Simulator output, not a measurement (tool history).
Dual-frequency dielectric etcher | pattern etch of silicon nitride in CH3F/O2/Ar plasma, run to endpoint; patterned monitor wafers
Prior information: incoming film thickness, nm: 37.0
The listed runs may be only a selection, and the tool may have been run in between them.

{"run": 1, "hour": 0.0, "source power (kW)": 0.47, "bias power (kW)": 0.076, "endpoint time (s)": 48.292}
{"run": 2, "hour": 6.7, "source power (kW)": 0.56, "bias power (kW)": 0.076, "endpoint time (s)": 45.85}
{"run": 3, "hour": 7.3, "source power (kW)": 0.5, "bias power (kW)": 0.073, "endpoint time (s)": 48.04}
{"run": 4, "hour": 9.1, "source power (kW)": 0.46, "bias power (kW)": 0.071, "endpoint time (s)": 49.447}
{"run": 5, "hour": 13.0, "source power (kW)": 0.42, "bias power (kW)": 0.069, "endpoint time (s)": 51.49}
{"run": 6, "hour": 16.8, "source power (kW)": 0.4, "bias power (kW)": 0.068, "endpoint time (s)": 53.283}
{"run": 7, "hour": 17.4, "source power (kW)": 0.4, "bias power (kW)": 0.068, "endpoint time (s)": 53.119}

Predict the results of run 8:
{"run": 8, "hour": 25.9, "source power (kW)": 0.39, "bias power (kW)": 0.068, "endpoint time (s)": "?"}

{"run 8": {"endpoint time (s)": 53.202}}

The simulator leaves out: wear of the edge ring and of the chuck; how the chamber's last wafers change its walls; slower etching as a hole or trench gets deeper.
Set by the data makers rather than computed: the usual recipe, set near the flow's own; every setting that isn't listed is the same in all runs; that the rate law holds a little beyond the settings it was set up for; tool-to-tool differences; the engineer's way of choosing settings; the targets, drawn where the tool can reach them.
